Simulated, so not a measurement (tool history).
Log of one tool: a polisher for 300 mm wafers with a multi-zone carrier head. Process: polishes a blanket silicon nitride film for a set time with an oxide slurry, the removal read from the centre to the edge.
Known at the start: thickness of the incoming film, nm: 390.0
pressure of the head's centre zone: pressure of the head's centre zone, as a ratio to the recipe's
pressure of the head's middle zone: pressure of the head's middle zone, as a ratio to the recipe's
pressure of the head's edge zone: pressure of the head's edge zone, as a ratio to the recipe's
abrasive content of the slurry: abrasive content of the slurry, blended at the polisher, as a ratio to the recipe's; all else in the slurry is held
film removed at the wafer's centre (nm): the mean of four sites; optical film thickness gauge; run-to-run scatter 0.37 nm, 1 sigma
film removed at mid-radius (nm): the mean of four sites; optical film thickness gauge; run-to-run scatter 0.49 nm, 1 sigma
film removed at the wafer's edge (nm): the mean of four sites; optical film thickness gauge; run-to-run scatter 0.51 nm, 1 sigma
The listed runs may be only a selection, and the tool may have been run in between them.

run,hour,flow of slurry (ml/min),pressure of the head's centre zone,pressure of the head's middle zone,pressure of the head's edge zone,abrasive content of the slurry,polishing time (s),film removed at the wafer's centre (nm),film removed at mid-radius (nm),film removed at the wafer's edge (nm)
1,0.0,140,1.00,1.00,1.00,1.00,70,65.135,67.658,69.282
2,5.6,125,1.01,0.95,0.97,1.00,70,65.525,62.114,67.715
3,8.4,115,1.00,0.93,0.94,1.00,70,64.010,62.136,65.861
4,13.8,110,1.00,0.90,0.93,0.95,70,60.946,57.628,63.845
5,17.0,105,1.01,0.89,0.92,0.95,70,61.515,57.178,63.597
6,23.2,105,1.01,0.89,0.92,0.95,87,76.252,70.926,78.471
7,31.0,105,1.01,0.87,0.90,0.80,86,68.167,62.522,69.057

Run 8 has not been measured yet. What should we expect?
8,39.8,85,1.00,0.81,0.87,0.65,86,?,?,?

film removed at the wafer's centre (nm): 57.327
film removed at mid-radius (nm): 49.755
film removed at the wafer's edge (nm): 58.020
